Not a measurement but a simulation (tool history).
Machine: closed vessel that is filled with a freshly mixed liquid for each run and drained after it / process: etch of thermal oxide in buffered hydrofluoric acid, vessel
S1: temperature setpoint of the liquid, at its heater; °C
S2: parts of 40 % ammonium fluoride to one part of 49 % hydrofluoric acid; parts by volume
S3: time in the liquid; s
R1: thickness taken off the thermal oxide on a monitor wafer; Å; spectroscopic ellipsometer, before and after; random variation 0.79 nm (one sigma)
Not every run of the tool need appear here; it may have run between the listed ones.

Run 1, hour 0: S1 23 °C, S2 23.5 parts by volume, S3 120 s. Result: R1 614.64 Å.
Run 2, hour 0.8: S1 24.5 °C, S2 23 parts by volume, S3 120 s. Result: R1 677.64 Å.
Run 3, hour 8.5: S1 24.5 °C, S2 16.5 parts by volume, S3 120 s. Result: R1 908.02 Å.
Run 4, hour 14: S1 24.5 °C, S2 16.5 parts by volume, S3 120 s. Result: R1 892.73 Å.
Run 5, hour 19.3: S1 24.5 °C, S2 21.5 parts by volume, S3 120 s. Result: R1 704.96 Å.
Run 6, hour 20.7: S1 25.5 °C, S2 21 parts by volume, S3 120 s. Result: R1 758.41 Å.
Run 7, hour 28.4: S1 26.5 °C, S2 20.5 parts by volume, S3 120 s. Result: R1 818.03 Å.

The next listed run, before its measurement:
Run 8, hour 30.2: S1 27.5 °C, S2 20.5 parts by volume, S3 120 s. Result: R1 ?.

{"run 8": {"R1": 863.65}}
